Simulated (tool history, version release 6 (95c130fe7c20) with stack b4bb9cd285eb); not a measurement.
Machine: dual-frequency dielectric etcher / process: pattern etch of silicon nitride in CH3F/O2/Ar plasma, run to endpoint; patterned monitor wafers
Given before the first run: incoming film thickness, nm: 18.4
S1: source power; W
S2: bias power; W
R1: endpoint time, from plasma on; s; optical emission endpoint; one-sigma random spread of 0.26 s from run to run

run,hour,S1,S2,R1
1,0,390,69,26.967
2,1.3,360,66,28.311
3,8.1,420,66,26.215
4,8.8,420,57,27.111
5,16.1,420,46,28.989
6,24.9,400,45,29.221
7,27,400,45,29.359

Run 8, settings as shown, results not yet in. Your forecast:
8,33,370,44,?

R1: 31.256 s

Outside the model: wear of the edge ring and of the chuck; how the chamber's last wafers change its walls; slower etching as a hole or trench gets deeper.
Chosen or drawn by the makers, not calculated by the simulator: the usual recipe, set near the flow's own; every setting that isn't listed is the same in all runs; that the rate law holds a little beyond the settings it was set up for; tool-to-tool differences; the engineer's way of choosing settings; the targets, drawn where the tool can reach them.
